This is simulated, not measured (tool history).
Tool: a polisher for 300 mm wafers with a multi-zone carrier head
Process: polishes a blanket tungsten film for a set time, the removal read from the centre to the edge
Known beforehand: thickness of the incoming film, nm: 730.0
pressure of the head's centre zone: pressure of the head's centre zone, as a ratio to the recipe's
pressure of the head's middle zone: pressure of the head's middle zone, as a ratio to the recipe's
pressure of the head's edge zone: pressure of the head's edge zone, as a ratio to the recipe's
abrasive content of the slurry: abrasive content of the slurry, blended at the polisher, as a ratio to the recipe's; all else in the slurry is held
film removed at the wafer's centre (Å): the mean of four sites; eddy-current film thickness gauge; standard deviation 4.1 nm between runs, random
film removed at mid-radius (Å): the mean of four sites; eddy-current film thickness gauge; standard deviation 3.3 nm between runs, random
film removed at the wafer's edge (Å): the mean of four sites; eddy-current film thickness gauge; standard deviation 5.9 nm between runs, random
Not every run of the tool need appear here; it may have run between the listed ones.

| run | day | flow of slurry (ml/min) | pressure of the head's centre zone | pressure of the head's middle zone | pressure of the head's edge zone | abrasive content of the slurry | polishing time (s) | film removed at the wafer's centre (Å) | film removed at mid-radius (Å) | film removed at the wafer's edge (Å) |
|---|---|---|---|---|---|---|---|---|---|---|
| 1 | 0 | 230 | 1 | 1 | 1 | 1 | 82 | 2419.4 | 2396.9 | 2517.5 |
| 2 | 0.212 | 230 | 1 | 1 | 1 | 1 | 69 | 2060.4 | 1981.2 | 2055.5 |
| 3 | 0.467 | 250 | 1.05 | 1.03 | 1.01 | 1.15 | 78 | 2588.8 | 2502.9 | 2553 |
| 4 | 0.729 | 270 | 1.09 | 1.05 | 1 | 1.25 | 84 | 3021 | 2801.7 | 2922.4 |
|  | 1.088 | slurry nozzle cleaned |
| 5 | 1.088 | 230 | 1.09 | 1.05 | 1 | 1.25 | 84 | 3126.9 | 2959.5 | 2863 |
| 6 | 1.138 | 230 | 1.09 | 1.08 | 1 | 1.25 | 84 | 3161.9 | 3023.5 | 2829.3 |
| 7 | 1.229 | 245 | 1.11 | 1.1 | 1.02 | 1.3 | 88 | 3442.2 | 3282.1 | 3075.2 |

Run 8 has not been measured yet. What should we expect?
| 8 | 1.375 | 265 | 1.13 | 1.12 | 1.03 | 1.35 | 91 | ? | ? | ? |

film removed at the wafer's centre (Å): 3717.7
film removed at mid-radius (Å): 3561
film removed at the wafer's edge (Å): 3345
